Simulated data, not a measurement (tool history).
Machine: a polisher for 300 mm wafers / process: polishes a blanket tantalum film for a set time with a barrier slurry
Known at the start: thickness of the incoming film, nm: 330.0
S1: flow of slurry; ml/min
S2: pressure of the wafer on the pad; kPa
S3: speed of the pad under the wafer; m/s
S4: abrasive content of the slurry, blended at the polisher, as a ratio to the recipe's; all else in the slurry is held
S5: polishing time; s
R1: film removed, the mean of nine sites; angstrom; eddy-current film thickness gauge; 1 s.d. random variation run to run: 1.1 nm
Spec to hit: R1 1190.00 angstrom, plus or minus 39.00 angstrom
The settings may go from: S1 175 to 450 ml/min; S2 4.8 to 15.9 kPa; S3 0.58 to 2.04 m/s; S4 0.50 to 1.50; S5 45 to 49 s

| run | hour | S1 | S2 | S3 | S4 | S5 | R1 |
|---|---|---|---|---|---|---|---|
| 1 | 0.0 | 290 | 10.3 | 1.30 | 1.00 | 49 | 854.25 |
| 2 | 9.0 | 325 | 10.3 | 1.30 | 1.00 | 49 | 852.56 |
| 3 | 14.6 | 325 | 10.3 | 1.30 | 1.00 | 49 | 872.41 |
| 4 | 16.0 | 255 | 10.3 | 1.30 | 1.00 | 49 | 839.24 |
| 5 | 21.6 | 255 | 9.0 | 1.30 | 1.00 | 49 | 785.44 |
| 6 | 28.4 | 255 | 9.0 | 1.60 | 1.00 | 49 | 913.87 |
| 7 | 33.2 | 255 | 9.7 | 1.60 | 1.00 | 49 | 950.07 |
| 8 | 40.0 | 255 | 10.3 | 1.60 | 1.00 | 49 | 995.63 |
| 9 | 42.9 | 255 | 11.7 | 1.62 | 1.00 | 49 | 1061.90 |
| 10 | 44.9 | 255 | 11.7 | 1.62 | 1.00 | 49 | 1069.70 |

5 next moves are on the table. One of them brings every result within its allowed miss. Which?
| A | 46.9 | 180 | 14.5 | 1.66 | 0.95 | 48 | ? |
| B | 46.9 | 265 | 11.7 | 1.54 | 0.90 | 45 | ? |
| C | 46.9 | 270 | 14.5 | 1.28 | 1.15 | 45 | ? |
| D | 46.9 | 295 | 11.0 | 1.46 | 1.00 | 49 | ? |
| E | 46.9 | 240 | 10.3 | 1.84 | 1.00 | 49 | ? |

| move | R1 |
|---|---|
| A | 1176.10 |
| B | 927.97 |
| C | 972.36 |
| D | 963.12 |
| E | 1098.90 |
A: hits every target within its allowed miss
B: the biggest miss grows against the last run
C: the biggest miss grows against the last run
D: the biggest miss grows against the last run
E: nearer the targets than the last run, but a result is still out of spec
Move A is the one to make.

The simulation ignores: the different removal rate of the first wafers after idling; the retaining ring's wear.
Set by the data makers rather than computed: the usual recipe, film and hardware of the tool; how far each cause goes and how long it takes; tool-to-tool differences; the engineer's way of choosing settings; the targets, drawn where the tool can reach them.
